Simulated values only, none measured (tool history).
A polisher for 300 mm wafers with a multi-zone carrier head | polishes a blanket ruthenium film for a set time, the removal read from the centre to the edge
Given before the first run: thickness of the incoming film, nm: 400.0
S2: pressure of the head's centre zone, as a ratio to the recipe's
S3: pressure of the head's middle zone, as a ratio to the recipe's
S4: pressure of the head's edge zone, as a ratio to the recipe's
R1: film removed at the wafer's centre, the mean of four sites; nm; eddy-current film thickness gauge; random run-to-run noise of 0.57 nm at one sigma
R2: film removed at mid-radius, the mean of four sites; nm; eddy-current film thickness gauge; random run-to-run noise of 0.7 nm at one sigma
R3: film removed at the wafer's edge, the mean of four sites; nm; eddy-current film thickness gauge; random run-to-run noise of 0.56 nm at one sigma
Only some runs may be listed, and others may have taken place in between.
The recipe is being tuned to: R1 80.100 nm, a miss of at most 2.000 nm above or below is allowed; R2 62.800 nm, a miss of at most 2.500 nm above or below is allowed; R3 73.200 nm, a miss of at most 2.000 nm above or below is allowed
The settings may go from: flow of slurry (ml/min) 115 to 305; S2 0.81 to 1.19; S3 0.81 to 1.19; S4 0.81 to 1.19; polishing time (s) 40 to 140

run 1 hour=0.0 | flow_of_slurry_(ml/min)=195 S2=1.00 S3=1.00 S4=1.00 polishing_time_(s)=90 | R1=74.563 R2=71.870 R3=77.289
run 2 hour=5.4 | flow_of_slurry_(ml/min)=195 S2=0.95 S3=1.00 S4=1.00 polishing_time_(s)=90 | R1=71.155 R2=74.837 R3=76.782
run 3 hour=7.0 | flow_of_slurry_(ml/min)=200 S2=0.99 S3=0.97 S4=0.97 polishing_time_(s)=89 | R1=73.303 R2=69.661 R3=75.758
run 4 hour=10.7 | flow_of_slurry_(ml/min)=230 S2=0.99 S3=0.97 S4=0.97 polishing_time_(s)=89 | R1=74.328 R2=73.651 R3=76.417
run 5 hour=14.5 | flow_of_slurry_(ml/min)=265 S2=0.99 S3=0.97 S4=0.97 polishing_time_(s)=89 | R1=76.558 R2=74.310 R3=77.938
run 6 hour=19.3 | flow_of_slurry_(ml/min)=265 S2=0.99 S3=0.97 S4=0.93 polishing_time_(s)=89 | R1=76.899 R2=73.960 R3=76.333
run 7 hour=24.7 | flow_of_slurry_(ml/min)=255 S2=1.02 S3=0.93 S4=0.91 polishing_time_(s)=89 | R1=78.271 R2=71.224 R3=75.790
run 8 hour=25.9 | flow_of_slurry_(ml/min)=250 S2=1.04 S3=0.90 S4=0.90 polishing_time_(s)=88 | R1=79.469 R2=67.685 R3=74.480
run 9 hour=34.7 | flow_of_slurry_(ml/min)=250 S2=1.04 S3=0.90 S4=0.90 polishing_time_(s)=88 | R1=78.995 R2=68.042 R3=74.719
run 10 hour=36.6 | flow_of_slurry_(ml/min)=250 S2=1.04 S3=0.90 S4=0.90 polishing_time_(s)=88 | R1=78.528 R2=68.519 R3=73.564

Which single option among these 5 for the next run brings every result within its allowed miss of target? Just one does.
run A hour=38.5 | flow_of_slurry_(ml/min)=305 S2=1.00 S3=0.82 S4=0.96 polishing_time_(s)=82 | R1=? R2=? R3=?
run B hour=38.5 | flow_of_slurry_(ml/min)=265 S2=1.02 S3=1.05 S4=0.81 polishing_time_(s)=88 | R1=? R2=? R3=?
run C hour=38.5 | flow_of_slurry_(ml/min)=245 S2=1.11 S3=0.85 S4=0.91 polishing_time_(s)=88 | R1=? R2=? R3=?
run D hour=38.5 | flow_of_slurry_(ml/min)=295 S2=1.08 S3=0.83 S4=0.94 polishing_time_(s)=84 | R1=? R2=? R3=?
run E hour=38.5 | flow_of_slurry_(ml/min)=280 S2=1.03 S3=0.90 S4=0.95 polishing_time_(s)=86 | R1=? R2=? R3=?

move=A R1=72.422 R2=60.895 R3=72.519
move=B R1=78.113 R2=77.378 R3=71.923
move=C R1=84.081 R2=65.442 R3=74.791
move=D R1=79.881 R2=62.694 R3=73.473
move=E R1=77.538 R2=67.739 R3=75.163
A: gets the furthest-off result to its target, but another result is out of tolerance
B: the biggest miss grows against the last run
C: better than the last run, though not everything is in spec
D: every result lands within tolerance
E: better than the last run, though not everything is in spec
The move that meets every target is D.

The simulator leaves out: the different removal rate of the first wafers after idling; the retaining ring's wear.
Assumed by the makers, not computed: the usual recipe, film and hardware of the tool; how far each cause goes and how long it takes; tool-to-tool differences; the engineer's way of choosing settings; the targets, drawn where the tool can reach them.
